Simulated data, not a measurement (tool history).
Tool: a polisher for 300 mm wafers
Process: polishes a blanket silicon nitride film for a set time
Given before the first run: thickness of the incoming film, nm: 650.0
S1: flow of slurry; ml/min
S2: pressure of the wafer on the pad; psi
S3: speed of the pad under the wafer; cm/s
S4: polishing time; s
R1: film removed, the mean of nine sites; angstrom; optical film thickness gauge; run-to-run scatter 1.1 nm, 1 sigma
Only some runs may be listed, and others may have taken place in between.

run	day	S1	S2	S3	S4	R1
1	0	310	3.9	114	29	491.41
2	0.321	310	3.4	114	29	439
3	0.55	390	3.4	114	29	446.76
4	0.762	390	2.5	114	29	318.56
5	0.975	390	3.1	116	29	408.77
6	1.012	390	3.5	116	29	474.65

Run 7, settings as shown, results not yet in. Your forecast:
7	1.096	395	3.8	116	29	?

R1: 492.65 angstrom
